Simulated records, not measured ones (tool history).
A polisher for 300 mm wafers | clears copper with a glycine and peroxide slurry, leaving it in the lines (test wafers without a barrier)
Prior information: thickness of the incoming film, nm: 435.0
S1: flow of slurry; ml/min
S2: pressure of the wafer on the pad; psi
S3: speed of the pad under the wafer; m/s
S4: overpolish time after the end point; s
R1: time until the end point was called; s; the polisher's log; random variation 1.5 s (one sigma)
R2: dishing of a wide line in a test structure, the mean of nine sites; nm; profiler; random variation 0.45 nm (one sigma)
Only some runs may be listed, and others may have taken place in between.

run	hour	S1	S2	S3	S4	R1	R2
1	0.0	215	2.1	1.26	22	107.320	54.382
2	6.5	215	2.0	1.26	21	110.630	51.151
3	10.6	215	2.0	1.52	21	95.742	56.709
4	15.2	255	2.0	1.52	21	95.379	56.784
5	24.0	255	2.0	1.52	14	97.655	43.163
6	30.4	255	1.9	1.52	14	98.329	40.963
7	32.4	255	1.8	1.50	15	103.270	42.000

What will run 8 give?
8	37.1	255	1.7	1.50	15	?	?

Run 8 yielded R1 109.780 s, R2 40.104 nm.
